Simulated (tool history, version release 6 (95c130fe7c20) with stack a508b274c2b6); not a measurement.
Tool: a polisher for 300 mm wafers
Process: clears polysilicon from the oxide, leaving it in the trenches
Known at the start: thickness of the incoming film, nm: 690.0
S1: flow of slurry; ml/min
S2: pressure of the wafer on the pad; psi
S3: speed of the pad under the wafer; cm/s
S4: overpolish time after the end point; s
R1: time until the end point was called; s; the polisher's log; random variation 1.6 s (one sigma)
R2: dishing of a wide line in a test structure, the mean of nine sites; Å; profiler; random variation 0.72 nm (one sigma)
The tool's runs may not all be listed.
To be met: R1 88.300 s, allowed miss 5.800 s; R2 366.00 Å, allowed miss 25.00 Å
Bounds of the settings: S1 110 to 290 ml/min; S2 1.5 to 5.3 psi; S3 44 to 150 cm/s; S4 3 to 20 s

{"run": 1, "day": 0.0, "S1": 185, "S2": 3.4, "S3": 96, "S4": 10, "R1": 49.718, "R2": 459.29}
{"run": 2, "day": 0.071, "S1": 185, "S2": 3.4, "S3": 96, "S4": 12, "R1": 51.482, "R2": 495.88}
{"run": 3, "day": 0.15, "S1": 185, "S2": 3.1, "S3": 94, "S4": 11, "R1": 56.946, "R2": 471.68}
{"run": 4, "day": 0.254, "S1": 185, "S2": 2.8, "S3": 92, "S4": 10, "R1": 63.961, "R2": 428.82}
{"run": 5, "day": 0.521, "S1": 185, "S2": 2.6, "S3": 92, "S4": 10, "R1": 68.472, "R2": 435.59}
{"run": 6, "day": 0.808, "S1": 170, "S2": 2.6, "S3": 92, "S4": 10, "R1": 68.358, "R2": 421.99}
{"run": 7, "day": 0.838, "S1": 170, "S2": 2.5, "S3": 92, "S4": 10, "R1": 72.702, "R2": 414.79}
{"run": 8, "day": 0.925, "S1": 170, "S2": 1.9, "S3": 90, "S4": 7, "R1": 90.125, "R2": 303.04}
{"run": 9, "day": 1.038, "S1": 170, "S2": 1.9, "S3": 90, "S4": 8, "R1": 91.398, "R2": 333.52}

4 next moves are on the table. One of them brings every result within its allowed miss. Which?
{"run": "A", "day": 1.15, "S1": 155, "S2": 1.9, "S3": 84, "S4": 10, "R1": "?", "R2": "?"}
{"run": "B", "day": 1.15, "S1": 220, "S2": 2.0, "S3": 86, "S4": 9, "R1": "?", "R2": "?"}
{"run": "C", "day": 1.15, "S1": 200, "S2": 1.6, "S3": 94, "S4": 8, "R1": "?", "R2": "?"}
{"run": "D", "day": 1.15, "S1": 170, "S2": 1.8, "S3": 90, "S4": 7, "R1": "?", "R2": "?"}

move=A R1=98.727 R2=364.38
move=B R1=88.313 R2=365.50
move=C R1=97.795 R2=324.32
move=D R1=95.089 R2=304.43
A: brings the result that was furthest off to its target, and leaves another outside
B: meets every target
C: further off than the last run
D: further off than the last run
Answer: B
